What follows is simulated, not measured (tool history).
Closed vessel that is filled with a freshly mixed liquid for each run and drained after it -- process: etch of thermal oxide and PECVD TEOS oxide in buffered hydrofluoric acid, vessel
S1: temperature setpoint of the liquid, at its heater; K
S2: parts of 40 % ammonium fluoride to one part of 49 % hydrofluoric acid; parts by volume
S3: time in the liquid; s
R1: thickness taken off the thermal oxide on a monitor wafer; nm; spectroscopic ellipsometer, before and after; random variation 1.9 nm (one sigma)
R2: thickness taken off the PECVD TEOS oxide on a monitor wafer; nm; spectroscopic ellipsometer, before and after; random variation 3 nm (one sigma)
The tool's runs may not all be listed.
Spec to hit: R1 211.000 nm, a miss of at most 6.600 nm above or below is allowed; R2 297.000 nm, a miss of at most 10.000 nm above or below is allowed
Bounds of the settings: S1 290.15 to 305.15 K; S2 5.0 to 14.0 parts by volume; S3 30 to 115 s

run  hour      S1   S2  S3       R1       R2
  1   0.0  298.15  8.5  60   91.410  125.310
  2   3.2  295.15  8.5  60   76.273  107.350
  3  11.6  296.15  8.0  60   85.865  121.550
  4  16.0  296.15  8.0  75  105.980  150.700
  5  22.1  296.15  9.0  75   96.307  133.890
  6  25.9  296.15  9.0  50   62.354   88.425
  7  28.8  297.15  8.5  50   71.664  100.410
  8  31.3  298.15  8.0  50   79.286  111.010
  9  33.9  299.15  7.5  50   91.301  125.080
 10  37.8  299.65  7.0  55  111.300  152.050
 11  45.8  300.15  7.0  55  112.150  156.650
 12  49.3  300.65  7.0  55  115.240  158.900
 13  57.5  301.15  7.0  55  118.760  163.960
 14  66.3  301.65  7.0  55  122.420  171.590
 15  67.5  305.15  5.0  65  231.700  322.850

Which one of the following 5 next-run settings gets every result inside its allowed miss? There is exactly one.
  A  68.7  305.15  5.0  60   ?   ?
  B  68.7  305.15  5.5  70   ?   ?
  C  68.7  304.65  5.5  70   ?   ?
  D  68.7  303.15  5.0  70   ?   ?
  E  68.7  304.65  5.0  65   ?   ?

move       R1       R2
   A  212.750  302.260
   B  229.070  325.430
   C  223.220  317.130
   D  223.730  317.850
   E  224.610  319.100
A: hits every target within its allowed miss
B: an improvement on the last run, though not all results are within tolerance
C: an improvement on the last run, though not all results are within tolerance
D: an improvement on the last run, though not all results are within tolerance
E: an improvement on the last run, though not all results are within tolerance
The move that meets every target is A.
